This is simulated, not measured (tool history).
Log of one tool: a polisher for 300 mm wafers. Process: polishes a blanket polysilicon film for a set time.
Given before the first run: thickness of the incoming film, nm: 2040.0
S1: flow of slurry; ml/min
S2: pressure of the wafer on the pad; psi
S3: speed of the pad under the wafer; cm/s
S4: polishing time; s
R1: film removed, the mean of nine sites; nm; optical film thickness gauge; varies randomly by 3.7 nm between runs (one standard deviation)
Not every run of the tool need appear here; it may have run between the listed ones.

run	hour	S1	S2	S3	S4	R1
1	0	220	3.3	84	26	184.56
2	4.2	220	3.3	84	24	173.09
3	7	220	3.3	100	24	209.22
4	10.4	220	3.6	100	24	219.41
5	13.8	220	2.8	100	24	181.02
6	14.8	220	3.3	102	24	207.38
7	16.8	220	3.6	102	24	223.38

Forecast run 8:
8	25.3	220	3.9	102	24	?

R1: 239.63 nm

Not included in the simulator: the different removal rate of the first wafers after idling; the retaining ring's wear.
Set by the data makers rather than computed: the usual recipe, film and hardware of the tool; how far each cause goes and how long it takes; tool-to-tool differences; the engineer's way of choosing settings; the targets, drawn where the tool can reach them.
